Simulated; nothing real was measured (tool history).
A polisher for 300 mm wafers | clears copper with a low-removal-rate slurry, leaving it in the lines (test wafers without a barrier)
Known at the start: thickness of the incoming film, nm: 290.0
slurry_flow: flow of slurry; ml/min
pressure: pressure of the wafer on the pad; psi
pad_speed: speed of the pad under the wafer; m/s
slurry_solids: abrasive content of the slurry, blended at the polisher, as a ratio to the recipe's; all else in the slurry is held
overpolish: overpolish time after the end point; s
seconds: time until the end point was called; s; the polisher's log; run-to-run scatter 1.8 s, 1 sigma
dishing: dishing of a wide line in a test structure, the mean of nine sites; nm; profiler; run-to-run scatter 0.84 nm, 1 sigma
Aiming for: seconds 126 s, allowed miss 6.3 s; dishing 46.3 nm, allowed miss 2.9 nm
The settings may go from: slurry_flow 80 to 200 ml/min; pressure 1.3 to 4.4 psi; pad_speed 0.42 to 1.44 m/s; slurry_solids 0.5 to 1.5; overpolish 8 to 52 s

run 1 hour=0 | slurry_flow=130 pressure=2.8 pad_speed=0.92 slurry_solids=1 overpolish=26 | seconds=91.102 dishing=52.883
run 2 hour=1 | slurry_flow=130 pressure=2.8 pad_speed=0.92 slurry_solids=1.2 overpolish=26 | seconds=84.961 dishing=54.259
run 3 hour=7.8 | slurry_flow=125 pressure=2.5 pad_speed=0.92 slurry_solids=1.2 overpolish=28 | seconds=95.795 dishing=55.165
run 4 hour=9.6 | slurry_flow=125 pressure=2.8 pad_speed=0.92 slurry_solids=1.2 overpolish=28 | seconds=86.469 dishing=57.809
run 5 hour=14.9 | slurry_flow=120 pressure=2.5 pad_speed=0.92 slurry_solids=1.2 overpolish=28 | seconds=96.621 dishing=52.186
run 6 hour=23.2 | slurry_flow=150 pressure=2.5 pad_speed=0.92 slurry_solids=1.2 overpolish=28 | seconds=95.698 dishing=53.979
run 7 hour=27.8 | slurry_flow=150 pressure=2.3 pad_speed=0.92 slurry_solids=1.2 overpolish=28 | seconds=101.94 dishing=50.77
run 8 hour=34.6 | slurry_flow=150 pressure=2.2 pad_speed=0.92 slurry_solids=1.2 overpolish=29 | seconds=108.57 dishing=50.153

Which one of the following 5 next-run settings gets every result inside its allowed miss? There is exactly one.
run A hour=41.4 | slurry_flow=140 pressure=1.7 pad_speed=0.88 slurry_solids=1.15 overpolish=36 | seconds=? dishing=?
run B hour=41.4 | slurry_flow=145 pressure=1.7 pad_speed=0.86 slurry_solids=1.3 overpolish=30 | seconds=? dishing=?
run C hour=41.4 | slurry_flow=120 pressure=2.2 pad_speed=0.72 slurry_solids=1.1 overpolish=33 | seconds=? dishing=?
run D hour=41.4 | slurry_flow=135 pressure=1.7 pad_speed=0.9 slurry_solids=1.05 overpolish=29 | seconds=? dishing=?
run E hour=41.4 | slurry_flow=130 pressure=1.7 pad_speed=1.08 slurry_solids=1.05 overpolish=31 | seconds=? dishing=?

move=A seconds=141.17 dishing=45.107
move=B seconds=138.57 dishing=39.968
move=C seconds=133.91 dishing=45.21
move=D seconds=142.78 dishing=38.063
move=E seconds=123.94 dishing=44.481
A: carries the result that was furthest off beyond its target, to the other side
B: carries the result that was furthest off beyond its target, to the other side
C: carries the result that was furthest off beyond its target, to the other side
D: carries the result that was furthest off beyond its target, to the other side
E: all results land within tolerance of their targets
E is the move that brings every result within its allowed miss.
